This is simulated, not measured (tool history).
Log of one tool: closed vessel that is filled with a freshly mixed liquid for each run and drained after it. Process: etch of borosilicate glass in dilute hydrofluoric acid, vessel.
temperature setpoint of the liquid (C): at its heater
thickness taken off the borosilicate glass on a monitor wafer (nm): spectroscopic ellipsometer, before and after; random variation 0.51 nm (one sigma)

run,hour,temperature setpoint of the liquid (C),parts of water to one part of 49 % hydrofluoric acid (parts by volume),time in the liquid (s),thickness taken off the borosilicate glass on a monitor wafer (nm)
1,0.0,25.0,100,105,40.166
2,1.6,25.0,100,110,42.418
3,10.8,27.5,100,110,46.973
4,12.1,29.0,100,110,49.813
5,16.8,26.5,100,110,44.883
6,22.5,29.5,100,110,51.258

The next listed run, before its measurement:
7,24.3,30.5,100,110,?

Run 7 gave thickness taken off the borosilicate glass on a monitor wafer (nm) 52.748.

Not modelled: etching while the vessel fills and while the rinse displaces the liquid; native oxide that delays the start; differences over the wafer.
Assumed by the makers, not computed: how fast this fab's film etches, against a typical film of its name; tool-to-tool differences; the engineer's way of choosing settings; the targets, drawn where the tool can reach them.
